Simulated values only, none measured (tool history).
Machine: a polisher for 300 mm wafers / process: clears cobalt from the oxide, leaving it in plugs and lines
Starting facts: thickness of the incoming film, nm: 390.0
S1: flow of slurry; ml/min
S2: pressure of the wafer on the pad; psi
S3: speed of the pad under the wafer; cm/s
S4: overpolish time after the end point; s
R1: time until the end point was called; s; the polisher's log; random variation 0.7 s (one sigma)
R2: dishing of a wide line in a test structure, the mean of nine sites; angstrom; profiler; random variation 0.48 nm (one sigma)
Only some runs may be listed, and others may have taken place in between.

{"run": 1, "day": 0.0, "S1": 270, "S2": 2.0, "S3": 122, "S4": 12, "R1": 61.92, "R2": 455.75}
{"run": 2, "day": 0.133, "S1": 270, "S2": 2.0, "S3": 122, "S4": 10, "R1": 62.26, "R2": 402.83}
{"run": 3, "day": 0.488, "S1": 270, "S2": 1.8, "S3": 122, "S4": 10, "R1": 67.695, "R2": 385.24}
{"run": 4, "day": 0.788, "S1": 270, "S2": 1.7, "S3": 128, "S4": 8, "R1": 68.16, "R2": 330.54}
{"day": 0.958, "done": "worn pad replaced by a new one"}
{"run": 5, "day": 0.958, "S1": 270, "S2": 2.0, "S3": 128, "S4": 8, "R1": 54.707, "R2": 376.84}
{"run": 6, "day": 1.325, "S1": 240, "S2": 1.8, "S3": 136, "S4": 7, "R1": 59.04, "R2": 341.68}
{"run": 7, "day": 1.35, "S1": 290, "S2": 1.6, "S3": 144, "S4": 6, "R1": 59.834, "R2": 296.78}
{"run": 8, "day": 1.629, "S1": 365, "S2": 1.0, "S3": 162, "S4": 4, "R1": 77.006, "R2": 171.19}
{"run": 9, "day": 1.683, "S1": 365, "S2": 1.1, "S3": 162, "S4": 4, "R1": 71.875, "R2": 182.87}
{"run": 10, "day": 1.992, "S1": 365, "S2": 1.3, "S3": 162, "S4": 5, "R1": 63.763, "R2": 239.11}
{"run": 11, "day": 2.333, "S1": 360, "S2": 1.2, "S3": 166, "S4": 5, "R1": 66.396, "R2": 233.21}
{"run": 12, "day": 2.708, "S1": 375, "S2": 1.2, "S3": 166, "S4": 5, "R1": 65.809, "R2": 240.17}
{"run": 13, "day": 2.775, "S1": 350, "S2": 1.2, "S3": 166, "S4": 5, "R1": 65.863, "R2": 231.86}

What will run 14 give?
{"run": 14, "day": 2.838, "S1": 370, "S2": 1.2, "S3": 168, "S4": 5, "R1": "?", "R2": "?"}

R1: 64.264 s
R2: 232.55 angstrom
